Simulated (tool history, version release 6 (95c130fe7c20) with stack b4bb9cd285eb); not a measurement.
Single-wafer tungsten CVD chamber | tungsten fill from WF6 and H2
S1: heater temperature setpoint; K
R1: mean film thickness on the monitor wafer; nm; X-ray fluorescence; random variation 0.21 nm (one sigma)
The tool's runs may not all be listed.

run 1 hour=0 | S1=668.15 chamber_pressure_(mTorr)=52700 deposition_time_(s)=21.7 | R1=77.858
run 2 hour=3.1 | S1=672.15 chamber_pressure_(mTorr)=52900 deposition_time_(s)=21.7 | R1=84.751
run 3 hour=6.2 | S1=675.15 chamber_pressure_(mTorr)=53000 deposition_time_(s)=21.7 | R1=90.656
run 4 hour=11.8 | S1=677.15 chamber_pressure_(mTorr)=53100 deposition_time_(s)=21.7 | R1=94.303
run 5 hour=17.4 | S1=678.15 chamber_pressure_(mTorr)=53100 deposition_time_(s)=21.7 | R1=96.341
run 6 hour=25.3 | S1=686.15 chamber_pressure_(mTorr)=53100 deposition_time_(s)=21.7 | R1=111.94
run 7 hour=28.2 | S1=685.15 chamber_pressure_(mTorr)=53000 deposition_time_(s)=21.7 | R1=110.16

The next listed run, before its measurement:
run 8 hour=36.4 | S1=680.15 chamber_pressure_(mTorr)=52800 deposition_time_(s)=21.7 | R1=?

R1: 99.73 nm

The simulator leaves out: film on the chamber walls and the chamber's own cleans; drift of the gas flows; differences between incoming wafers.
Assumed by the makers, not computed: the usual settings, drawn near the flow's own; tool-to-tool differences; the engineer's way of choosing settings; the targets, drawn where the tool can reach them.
